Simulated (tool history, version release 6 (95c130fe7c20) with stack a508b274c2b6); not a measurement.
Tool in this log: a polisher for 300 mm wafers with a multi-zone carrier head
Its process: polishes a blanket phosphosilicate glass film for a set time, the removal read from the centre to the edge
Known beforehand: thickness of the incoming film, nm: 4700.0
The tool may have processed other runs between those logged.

run    day  flow of slurry (ml/min)  pressure of the head's centre zone  pressure of the head's middle zone  pressure of the head's edge zone  abrasive content of the slurry  polishing time (s)  film removed at the wafer's centre (angstrom)  film removed at mid-radius (angstrom)  film removed at the wafer's edge (angstrom)
  1  0.000                      130                                1.00                                1.00                              1.00                            1.00                  41                                         5052.9                                 5093.2                                       4989.7
  2  0.262                      130                                1.00                                1.00                              0.97                            1.00                  41                                         5203.6                                 5069.3                                       4942.5
  3  0.333                      125                                0.97                                1.03                              0.96                            1.00                  41                                         4915.1                                 5133.4                                       4919.8
  4  0.500                      120                                0.95                                1.06                              0.94                            1.00                  41                                         4826.8                                 5191.4                                       4776.1
  5  0.812                      115                                0.92                                1.08                              0.94                            1.00                  41                                         4519.8                                 5339.4                                       4766.8
  6  1.104                      115                                0.92                                1.05                              0.94                            1.00                  41                                         4585.5                                 5186.2                                       4703.9
  7  1.317                      110                                0.90                                1.05                              0.94                            1.00                  41                                         4545.1                                 5163.6                                       4666.7

What does the tool deliver on the next run?
  8  1.342                       85                                0.81                                1.15                              1.03                            0.85                  41                                              ?                                      ?                                            ?

film removed at the wafer's centre (angstrom): 3342.5
film removed at mid-radius (angstrom): 4739.1
film removed at the wafer's edge (angstrom): 4280.2

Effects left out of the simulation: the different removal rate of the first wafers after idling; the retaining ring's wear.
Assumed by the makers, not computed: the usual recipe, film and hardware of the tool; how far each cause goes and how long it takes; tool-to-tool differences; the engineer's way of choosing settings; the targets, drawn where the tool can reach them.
